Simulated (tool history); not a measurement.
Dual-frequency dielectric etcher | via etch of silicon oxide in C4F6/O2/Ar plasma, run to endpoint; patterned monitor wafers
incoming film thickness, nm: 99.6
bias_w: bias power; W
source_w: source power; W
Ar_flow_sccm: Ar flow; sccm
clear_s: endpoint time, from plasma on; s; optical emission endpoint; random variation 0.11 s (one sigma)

| run | hour | bias_w | source_w | Ar_flow_sccm | clear_s |
|---|---|---|---|---|---|
| 1 | 0.0 | 446 | 420 | 293 | 20.266 |
| 2 | 5.0 | 470 | 430 | 290 | 19.727 |
| 3 | 12.7 | 490 | 440 | 287 | 18.748 |
| 4 | 15.5 | 490 | 370 | 287 | 20.518 |
| 5 | 22.3 | 490 | 320 | 287 | 22.134 |
| 6 | 26.5 | 490 | 320 | 267 | 21.797 |
| 7 | 34.5 | 509 | 340 | 264 | 20.674 |

Run 8 comes next. What will it give?
| 8 | 41.6 | 525 | 350 | 262 | ? |

clear_s: 20.116 s
